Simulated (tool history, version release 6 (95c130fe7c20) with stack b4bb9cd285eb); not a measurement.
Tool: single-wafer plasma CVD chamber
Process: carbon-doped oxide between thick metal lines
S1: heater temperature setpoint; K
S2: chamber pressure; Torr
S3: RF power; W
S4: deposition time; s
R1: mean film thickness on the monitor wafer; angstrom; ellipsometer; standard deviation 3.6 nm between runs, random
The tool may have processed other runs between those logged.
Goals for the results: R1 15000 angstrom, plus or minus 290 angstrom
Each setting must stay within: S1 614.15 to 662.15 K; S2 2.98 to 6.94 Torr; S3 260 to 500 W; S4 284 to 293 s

run,hour,S1,S2,S3,S4,R1
1,0,638.15,4.96,380,284,11541
2,2.7,638.15,4.96,420,284,12681
3,11,630.15,4.96,420,284,12891
4,19.6,621.15,4.96,420,284,13258
5,24.8,620.15,5.21,430,284,13666
6,29.7,619.15,5.42,440,284,13965
7,32.1,618.15,5.46,450,284,14314
8,40.8,618.15,5.53,455,284,14467
9,41.7,618.15,5.59,460,284,14565

Next run, 5 choices. One meets every target within its allowed miss, the rest don't. Which?
A,42.6,617.15,5.99,465,288,?
B,42.6,614.15,5.07,430,292,?
C,42.6,614.15,4.35,490,293,?
D,42.6,620.15,5.02,455,288,?
E,42.6,637.15,4.93,485,284,?

move,R1
A,15158
B,14291
C,15601
D,14479
E,14288
A: in spec on every target
B: its largest miss is bigger than the last run's
C: moves the result that the last run missed by most past its target, out the other side
D: its largest miss is bigger than the last run's
E: its largest miss is bigger than the last run's
A is the move that brings every result within its allowed miss.
